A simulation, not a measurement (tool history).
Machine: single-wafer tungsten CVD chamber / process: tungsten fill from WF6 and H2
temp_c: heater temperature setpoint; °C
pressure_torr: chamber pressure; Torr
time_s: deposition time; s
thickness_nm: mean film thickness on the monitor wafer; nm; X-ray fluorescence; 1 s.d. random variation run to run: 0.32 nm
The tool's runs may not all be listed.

| run | day | temp_c | pressure_torr | time_s | thickness_nm |
|---|---|---|---|---|---|
| 1 | 0.000 | 395 | 31.0 | 18.2 | 50.399 |
| 2 | 0.296 | 396 | 31.0 | 18.2 | 50.836 |
| 3 | 0.483 | 396 | 31.0 | 18.2 | 50.374 |
| 4 | 0.812 | 389 | 31.0 | 18.2 | 43.883 |
| 5 | 1.167 | 391 | 31.1 | 18.2 | 46.412 |
| 6 | 1.496 | 391 | 31.1 | 17.3 | 44.072 |

Run 7 is up next; what results do you expect?
| 7 | 1.679 | 393 | 31.2 | 17.3 | ? |

thickness_nm: 45.642 nm
